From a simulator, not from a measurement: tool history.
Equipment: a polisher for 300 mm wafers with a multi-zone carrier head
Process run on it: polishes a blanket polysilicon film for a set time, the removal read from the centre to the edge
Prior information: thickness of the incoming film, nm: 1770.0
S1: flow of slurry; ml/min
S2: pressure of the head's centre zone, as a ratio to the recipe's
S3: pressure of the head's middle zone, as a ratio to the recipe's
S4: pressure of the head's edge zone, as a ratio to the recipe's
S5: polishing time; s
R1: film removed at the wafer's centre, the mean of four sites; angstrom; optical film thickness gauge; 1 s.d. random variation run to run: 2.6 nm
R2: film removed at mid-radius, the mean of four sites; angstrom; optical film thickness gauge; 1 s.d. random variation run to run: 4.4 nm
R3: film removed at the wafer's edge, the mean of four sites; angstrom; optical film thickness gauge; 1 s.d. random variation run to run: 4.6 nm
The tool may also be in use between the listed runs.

run	hour	S1	S2	S3	S4	S5	R1	R2	R3
1	0	155	1	1	1	73	2467.2	2768.8	2718.9
2	7.9	165	1.03	0.99	1.04	77	2717.9	2988.1	2933
3	11.2	165	1.03	0.91	1.04	77	2732.3	2774.6	2965
4	17.8	170	1.05	0.9	1.07	80	2897.4	2890.5	3146.7
5	23	170	1.05	0.97	1.07	80	2901.4	3143.4	3116.5
# hour 26: centre zone pressure recalibrated
6	26	175	1.07	0.94	1.09	82	3444.7	3097.8	3263.7
7	30.2	175	1.06	0.93	1.11	84	3486.3	3106.4	3403.2

What will run 8 give?
8	34.2	175	1.04	0.95	1.12	86	?	?	?

R1: 3500.4 angstrom
R2: 3270.1 angstrom
R3: 3396.9 angstrom
